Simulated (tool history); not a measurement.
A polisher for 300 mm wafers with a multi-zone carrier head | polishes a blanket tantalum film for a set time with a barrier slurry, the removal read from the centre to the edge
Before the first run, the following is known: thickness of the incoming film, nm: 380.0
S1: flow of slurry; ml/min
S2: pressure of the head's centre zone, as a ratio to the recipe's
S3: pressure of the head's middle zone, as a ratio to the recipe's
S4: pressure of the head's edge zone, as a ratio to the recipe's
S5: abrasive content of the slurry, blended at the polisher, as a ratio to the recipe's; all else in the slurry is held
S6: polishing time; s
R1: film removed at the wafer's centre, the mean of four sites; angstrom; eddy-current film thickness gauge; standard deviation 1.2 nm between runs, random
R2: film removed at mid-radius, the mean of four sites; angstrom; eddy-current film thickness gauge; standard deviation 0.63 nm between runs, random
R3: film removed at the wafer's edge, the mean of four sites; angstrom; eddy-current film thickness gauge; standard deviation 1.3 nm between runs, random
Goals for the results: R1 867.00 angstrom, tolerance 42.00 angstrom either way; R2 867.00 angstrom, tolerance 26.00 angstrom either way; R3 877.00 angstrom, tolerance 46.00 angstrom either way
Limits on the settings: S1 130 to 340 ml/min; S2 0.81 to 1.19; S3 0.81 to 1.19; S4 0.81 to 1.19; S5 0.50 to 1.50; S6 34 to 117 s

{"run": 1, "day": 0.0, "S1": 220, "S2": 1.0, "S3": 1.0, "S4": 1.0, "S5": 1.0, "S6": 75, "R1": 1471.6, "R2": 1432.7, "R3": 1395.3}
{"run": 2, "day": 0.262, "S1": 220, "S2": 1.0, "S3": 1.09, "S4": 1.0, "S5": 1.0, "S6": 75, "R1": 1421.8, "R2": 1514.2, "R3": 1395.6}
{"run": 3, "day": 0.629, "S1": 210, "S2": 0.97, "S3": 1.04, "S4": 0.99, "S5": 0.85, "S6": 69, "R1": 1195.4, "R2": 1251.8, "R3": 1200.3}
{"run": 4, "day": 0.658, "S1": 210, "S2": 0.97, "S3": 1.04, "S4": 0.99, "S5": 0.85, "S6": 61, "R1": 1044.8, "R2": 1106.1, "R3": 1080.3}
{"run": 5, "day": 0.917, "S1": 205, "S2": 0.96, "S3": 1.01, "S4": 0.96, "S5": 0.75, "S6": 61, "R1": 963.44, "R2": 1003.2, "R3": 978.02}
{"run": 6, "day": 0.975, "S1": 205, "S2": 0.96, "S3": 1.01, "S4": 0.96, "S5": 0.85, "S6": 61, "R1": 1006.0, "R2": 1075.5, "R3": 1028.6}
{"run": 7, "day": 1.096, "S1": 195, "S2": 0.95, "S3": 0.97, "S4": 0.94, "S5": 0.8, "S6": 61, "R1": 945.15, "R2": 999.23, "R3": 992.35}
{"run": 8, "day": 1.171, "S1": 180, "S2": 0.97, "S3": 0.89, "S4": 0.84, "S5": 0.65, "S6": 60, "R1": 846.9, "R2": 810.01, "R3": 824.61}
{"run": 9, "day": 1.462, "S1": 190, "S2": 0.96, "S3": 0.9, "S4": 0.85, "S5": 0.65, "S6": 60, "R1": 841.55, "R2": 808.82, "R3": 836.26}
{"run": 10, "day": 1.792, "S1": 190, "S2": 0.96, "S3": 0.91, "S4": 0.86, "S5": 0.65, "S6": 60, "R1": 855.13, "R2": 823.04, "R3": 831.54}
{"run": 11, "day": 1.962, "S1": 190, "S2": 0.96, "S3": 0.92, "S4": 0.88, "S5": 0.65, "S6": 60, "R1": 844.47, "R2": 823.82, "R3": 851.37}
{"run": 12, "day": 2.175, "S1": 195, "S2": 0.96, "S3": 0.93, "S4": 0.89, "S5": 0.65, "S6": 60, "R1": 849.2, "R2": 831.82, "R3": 829.73}
{"run": 13, "day": 2.325, "S1": 190, "S2": 0.96, "S3": 0.93, "S4": 0.9, "S5": 0.65, "S6": 60, "R1": 854.31, "R2": 843.56, "R3": 854.76}
{"run": 14, "day": 2.696, "S1": 190, "S2": 0.96, "S3": 0.93, "S4": 0.91, "S5": 0.65, "S6": 60, "R1": 845.54, "R2": 830.86, "R3": 848.65}

Pick the move, out of 5, that brings all results within their allowed miss; only one does.
{"run": "A", "day": 3.067, "S1": 195, "S2": 0.9, "S3": 0.81, "S4": 1.0, "S5": 0.75, "S6": 58, "R1": "?", "R2": "?", "R3": "?"}
{"run": "B", "day": 3.067, "S1": 175, "S2": 0.98, "S3": 0.92, "S4": 0.9, "S5": 0.65, "S6": 59, "R1": "?", "R2": "?", "R3": "?"}
{"run": "C", "day": 3.067, "S1": 210, "S2": 1.04, "S3": 0.94, "S4": 0.87, "S5": 0.5, "S6": 71, "R1": "?", "R2": "?", "R3": "?"}
{"run": "D", "day": 3.067, "S1": 140, "S2": 0.96, "S3": 0.95, "S4": 0.87, "S5": 0.65, "S6": 65, "R1": "?", "R2": "?", "R3": "?"}
{"run": "E", "day": 3.067, "S1": 225, "S2": 0.99, "S3": 0.83, "S4": 0.94, "S5": 0.65, "S6": 59, "R1": "?", "R2": "?", "R3": "?"}

move=A R1=829.12 R2=789.60 R3=952.52
move=B R1=822.02 R2=798.86 R3=829.00
move=C R1=862.12 R2=800.19 R3=796.58
move=D R1=839.31 R2=860.65 R3=867.52
move=E R1=869.35 R2=764.89 R3=873.46
A: moves away from the targets compared with the last run
B: moves away from the targets compared with the last run
C: moves away from the targets compared with the last run
D: meets every target
E: moves away from the targets compared with the last run
Answer: D
